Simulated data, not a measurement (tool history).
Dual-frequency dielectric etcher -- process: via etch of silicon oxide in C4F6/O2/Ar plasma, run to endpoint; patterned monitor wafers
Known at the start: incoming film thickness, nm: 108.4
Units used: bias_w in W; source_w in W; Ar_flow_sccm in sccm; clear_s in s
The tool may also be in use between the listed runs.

{"run": 1, "hour": 0.0, "bias_w": 418, "source_w": 360, "Ar_flow_sccm": 307, "clear_s": 24.842}
{"run": 2, "hour": 2.5, "bias_w": 483, "source_w": 360, "Ar_flow_sccm": 307, "clear_s": 23.848}
{"run": 3, "hour": 6.8, "bias_w": 483, "source_w": 360, "Ar_flow_sccm": 285, "clear_s": 23.564}
{"run": 4, "hour": 13.1, "bias_w": 442, "source_w": 360, "Ar_flow_sccm": 285, "clear_s": 24.168}
{"run": 5, "hour": 15.1, "bias_w": 407, "source_w": 330, "Ar_flow_sccm": 291, "clear_s": 25.797}
{"run": 6, "hour": 19.7, "bias_w": 378, "source_w": 320, "Ar_flow_sccm": 293, "clear_s": 26.565}
{"run": 7, "hour": 26.1, "bias_w": 354, "source_w": 310, "Ar_flow_sccm": 295, "clear_s": 27.428}
{"run": 8, "hour": 29.5, "bias_w": 335, "source_w": 300, "Ar_flow_sccm": 296, "clear_s": 28.177}
{"run": 9, "hour": 34.3, "bias_w": 321, "source_w": 300, "Ar_flow_sccm": 296, "clear_s": 28.599}
{"run": 10, "hour": 41.9, "bias_w": 311, "source_w": 300, "Ar_flow_sccm": 296, "clear_s": 29.012}
{"run": 11, "hour": 43.1, "bias_w": 305, "source_w": 300, "Ar_flow_sccm": 296, "clear_s": 28.804}

Run 12 comes next. What will it give?
{"run": 12, "hour": 51.4, "bias_w": 296, "source_w": 300, "Ar_flow_sccm": 296, "clear_s": "?"}

{"run 12": {"clear_s": 29.043}}
